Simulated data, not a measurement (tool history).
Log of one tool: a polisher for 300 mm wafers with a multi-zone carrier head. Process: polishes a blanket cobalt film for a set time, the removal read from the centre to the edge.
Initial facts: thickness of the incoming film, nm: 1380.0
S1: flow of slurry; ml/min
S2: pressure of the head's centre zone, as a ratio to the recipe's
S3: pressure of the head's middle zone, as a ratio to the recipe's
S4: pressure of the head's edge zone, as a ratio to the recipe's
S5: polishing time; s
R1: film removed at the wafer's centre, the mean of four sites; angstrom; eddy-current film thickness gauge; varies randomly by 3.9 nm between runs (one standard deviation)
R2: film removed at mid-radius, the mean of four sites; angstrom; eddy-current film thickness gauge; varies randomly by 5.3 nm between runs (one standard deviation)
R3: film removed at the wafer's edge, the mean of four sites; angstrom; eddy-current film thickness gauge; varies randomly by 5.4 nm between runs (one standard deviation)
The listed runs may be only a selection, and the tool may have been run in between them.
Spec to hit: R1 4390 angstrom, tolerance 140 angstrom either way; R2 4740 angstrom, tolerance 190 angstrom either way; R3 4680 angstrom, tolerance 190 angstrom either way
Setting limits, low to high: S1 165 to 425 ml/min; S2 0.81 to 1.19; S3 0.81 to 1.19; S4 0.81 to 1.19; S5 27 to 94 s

run  hour   S1    S2    S3    S4  S5      R1      R2      R3
  1     0  275     1     1     1  60    3495  3572.7    3461
  2   1.9  215     1     1     1  60    3364  3483.2  3453.4
  3   5.7  215     1     1  1.05  60  3302.5  3519.7  3482.8
  4   8.2  215     1  0.92  1.05  60  3393.1  3278.5  3522.9
  5  10.6  210  1.01  0.95  1.07  65  3620.9  3689.1  3792.5
  6  14.3  215  1.02  0.96  1.09  69  3928.2  3960.1  4042.7
  7    21  220  1.01  0.97  1.11  72  4086.8  4170.9    4340
  8  22.2  235  1.01  0.99  1.12  73  4098.4  4294.1  4390.4

Next run, 5 choices. One meets every target within its allowed miss, the rest don't. Which?
  A  23.4  240  0.99  1.16  1.08  78   ?   ?   ?
  B  23.4  250  1.12  0.93  1.08  74   ?   ?   ?
  C  23.4  260  0.95   1.1  1.05  79   ?   ?   ?
  D  23.4  165     1  1.06  1.08  81   ?   ?   ?
  E  23.4  230  0.96  1.09  1.16  76   ?   ?   ?

move      R1      R2      R3
   A  4381.2  5127.5  4600.7
   B    4613  4247.8  4389.5
   C  4333.7  5061.9  4627.7
   D  4336.2  4778.7  4609.5
   E  4140.8  4774.6  4635.3
A: carries the result that was furthest off beyond its target, to the other side
B: misses by more than the last run did
C: carries the result that was furthest off beyond its target, to the other side
D: every result lands within tolerance
E: the furthest-off result lands on target, but another misses its tolerance
Correct choice: D, which meets every target
